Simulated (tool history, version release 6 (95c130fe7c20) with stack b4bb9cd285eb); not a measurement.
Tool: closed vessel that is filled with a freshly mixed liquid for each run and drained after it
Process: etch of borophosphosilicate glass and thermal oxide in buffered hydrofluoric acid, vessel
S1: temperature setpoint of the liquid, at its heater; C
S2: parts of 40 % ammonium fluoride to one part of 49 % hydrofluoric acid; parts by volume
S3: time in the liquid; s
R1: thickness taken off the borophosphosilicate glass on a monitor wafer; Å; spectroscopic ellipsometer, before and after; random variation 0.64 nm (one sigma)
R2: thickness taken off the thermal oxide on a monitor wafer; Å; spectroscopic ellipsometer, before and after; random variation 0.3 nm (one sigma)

run  hour  S1    S2  S3      R1      R2
  1     0  22    16  60   659.2  376.08
  2   9.2  22  11.5  60  902.62  525.65
  3  10.8  22    15  60  699.66  402.95
  4  15.9  23    15  60  734.94  431.37
  5    21  23  14.5  60  761.97  437.31
  6  29.3  23  17.5  60  639.65  369.38

The next listed run, before its measurement:
  7  31.1  24  17.5  60   ?   ?

{"run 7": {"R1": 669.19, "R2": 381.8}}
